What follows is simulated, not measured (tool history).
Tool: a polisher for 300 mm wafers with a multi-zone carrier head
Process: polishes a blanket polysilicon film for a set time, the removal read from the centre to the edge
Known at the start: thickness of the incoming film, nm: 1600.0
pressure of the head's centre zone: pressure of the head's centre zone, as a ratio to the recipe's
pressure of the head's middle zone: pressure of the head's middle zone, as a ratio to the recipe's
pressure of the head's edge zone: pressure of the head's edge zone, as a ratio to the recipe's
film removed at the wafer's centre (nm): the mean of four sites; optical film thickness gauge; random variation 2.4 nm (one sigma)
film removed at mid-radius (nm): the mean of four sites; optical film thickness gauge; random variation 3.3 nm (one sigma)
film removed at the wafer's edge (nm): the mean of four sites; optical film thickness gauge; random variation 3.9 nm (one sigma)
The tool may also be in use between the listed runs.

run,hour,flow of slurry (ml/min),pressure of the head's centre zone,pressure of the head's middle zone,pressure of the head's edge zone,polishing time (s),film removed at the wafer's centre (nm),film removed at mid-radius (nm),film removed at the wafer's edge (nm)
1,0,270,1,1,1,54,514.3,520.97,523.78
2,8,270,1,1,1.05,54,518.89,512.63,534.42
3,15.1,270,1,0.93,1.05,54,518.58,477.51,547.62
4,22.4,215,1,0.93,1.05,54,496.98,462.48,527.89
5,26.9,215,1,0.97,1.05,54,500.54,488.72,516.6
6,32.7,215,1,0.97,0.97,54,501.23,486.02,498.43
7,38.9,210,0.99,0.95,0.95,53,488.7,456.31,497.21
8,41.6,205,0.98,0.95,0.94,51,462.05,448.02,467.71

Run 9 comes next. What will it give?
9,48.7,200,0.97,0.93,0.93,50,?,?,?

{"run 9": {"film removed at the wafer's centre (nm)": 445.5, "film removed at mid-radius (nm)": 423.65, "film removed at the wafer's edge (nm)": 455.14}}
